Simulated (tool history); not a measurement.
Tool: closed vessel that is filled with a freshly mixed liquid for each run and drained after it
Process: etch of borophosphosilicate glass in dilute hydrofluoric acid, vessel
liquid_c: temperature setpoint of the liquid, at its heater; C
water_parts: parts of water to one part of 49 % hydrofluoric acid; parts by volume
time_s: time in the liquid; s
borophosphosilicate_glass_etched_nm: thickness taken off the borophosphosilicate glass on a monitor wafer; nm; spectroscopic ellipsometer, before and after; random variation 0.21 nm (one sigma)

run  hour  liquid_c  water_parts  time_s  borophosphosilicate_glass_etched_nm
  1     0        20          190     155                                34.14
  2   5.1      19.5          195     155                                31.84
  3   7.4        19          195     155                               31.065
  4  10.2        22          195     155                               35.219
  5  11.7        21          200     155                               33.051
  6  13.7      24.5          200     155                                36.82
  7  16.4        23          205     155                               33.779

Run 8 comes next. What will it give?
  8  20.7        22          205     155                                    ?

Run 8 gave borophosphosilicate_glass_etched_nm 33.303 nm.
